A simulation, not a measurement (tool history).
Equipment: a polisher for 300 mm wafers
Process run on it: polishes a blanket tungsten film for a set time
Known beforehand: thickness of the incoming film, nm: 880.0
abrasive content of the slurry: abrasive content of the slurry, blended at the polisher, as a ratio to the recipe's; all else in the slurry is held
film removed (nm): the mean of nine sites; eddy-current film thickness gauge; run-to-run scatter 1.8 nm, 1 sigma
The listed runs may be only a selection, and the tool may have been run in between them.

run  hour  flow of slurry (ml/min)  pressure of the wafer on the pad (kPa)  speed of the pad under the wafer (cm/s)  abrasive content of the slurry  polishing time (s)  film removed (nm)
  1   0.0                      235                                    29.0                                      140                             1.0                  57             342.78
  2   1.6                      235                                    24.1                                      140                             1.0                  57             291.14
  3   2.2                      235                                    30.3                                      140                             1.0                  57             363.74
  4   4.6                      235                                    24.8                                      138                             1.0                  57             301.94
  5   5.4                      235                                    24.8                                      138                             1.0                  57             300.81
  6  11.8                      190                                    24.8                                      138                             1.0                  57             287.98
  7  15.0                      185                                    20.7                                      136                             1.0                  57             243.59

Estimate the outcome of run 8 from the log above:
  8  21.7                      180                                    18.6                                      136                             1.0                  57                  ?

film removed (nm): 219.69
